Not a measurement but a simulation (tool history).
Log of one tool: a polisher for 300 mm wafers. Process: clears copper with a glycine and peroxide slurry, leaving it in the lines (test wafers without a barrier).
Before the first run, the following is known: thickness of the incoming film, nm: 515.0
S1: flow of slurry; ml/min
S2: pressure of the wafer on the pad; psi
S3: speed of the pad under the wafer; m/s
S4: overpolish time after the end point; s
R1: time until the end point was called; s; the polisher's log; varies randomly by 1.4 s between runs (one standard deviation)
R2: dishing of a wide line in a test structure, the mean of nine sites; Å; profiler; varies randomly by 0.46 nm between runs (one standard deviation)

Run 1, hour 0.0: S1 215 ml/min, S2 2.8 psi, S3 0.88 m/s, S4 28 s. Result: R1 94.677 s, R2 850.15 Å.
Run 2, hour 8.8: S1 245 ml/min, S2 2.8 psi, S3 0.88 m/s, S4 28 s. Result: R1 93.094 s, R2 890.93 Å.
Run 3, hour 9.7: S1 245 ml/min, S2 2.8 psi, S3 0.96 m/s, S4 28 s. Result: R1 88.581 s, R2 891.06 Å.
Run 4, hour 18.6: S1 220 ml/min, S2 2.5 psi, S3 0.98 m/s, S4 23 s. Result: R1 96.375 s, R2 734.44 Å.
Run 5, hour 20.1: S1 220 ml/min, S2 2.1 psi, S3 0.98 m/s, S4 23 s. Result: R1 110.730 s, R2 657.56 Å.
Run 6, hour 27.1: S1 220 ml/min, S2 2.1 psi, S3 1.06 m/s, S4 23 s. Result: R1 104.540 s, R2 670.06 Å.

Run 7 comes next. What will it give?
Run 7, hour 33.4: S1 200 ml/min, S2 1.9 psi, S3 1.08 m/s, S4 20 s. Result: R1 ?, R2 ?.

R1: 110.450 s
R2: 603.73 Å
